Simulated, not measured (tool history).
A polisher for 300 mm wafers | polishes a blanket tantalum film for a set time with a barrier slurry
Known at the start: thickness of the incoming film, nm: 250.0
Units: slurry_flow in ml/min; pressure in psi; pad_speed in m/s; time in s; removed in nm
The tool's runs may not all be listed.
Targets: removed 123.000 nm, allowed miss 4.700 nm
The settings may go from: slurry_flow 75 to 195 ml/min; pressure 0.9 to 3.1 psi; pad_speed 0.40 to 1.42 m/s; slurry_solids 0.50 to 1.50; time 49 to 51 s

run	hour	slurry_flow	pressure	pad_speed	slurry_solids	time	removed
1	0.0	125	2.0	0.90	1.00	49	75.414
2	4.5	125	2.0	0.68	1.00	49	57.774
3	12.8	125	2.0	0.68	1.00	51	60.887
4	19.0	145	2.0	0.68	1.00	51	61.208
5	27.3	170	2.0	0.68	1.00	51	62.927
6	28.5	170	1.5	0.68	1.00	51	49.475
7	35.8	170	1.7	0.70	1.00	51	57.345
8	37.1	170	1.9	0.72	1.00	51	63.964
9	40.9	180	2.5	0.82	1.00	51	94.555
10	44.6	180	2.6	0.82	1.00	51	99.232

Which of these 4 next moves meets every target?
A	48.3	170	1.9	0.90	1.25	50	?
B	48.3	195	2.6	1.00	1.00	51	?
C	48.3	180	2.8	1.02	1.10	51	?
D	48.3	195	2.5	0.74	1.25	49	?

move	removed
A	81.979
B	120.040
C	133.920
D	88.561
A: further off than the last run
B: meets every target
C: takes the result that was furthest off past its target
D: further off than the last run
The right move is B.

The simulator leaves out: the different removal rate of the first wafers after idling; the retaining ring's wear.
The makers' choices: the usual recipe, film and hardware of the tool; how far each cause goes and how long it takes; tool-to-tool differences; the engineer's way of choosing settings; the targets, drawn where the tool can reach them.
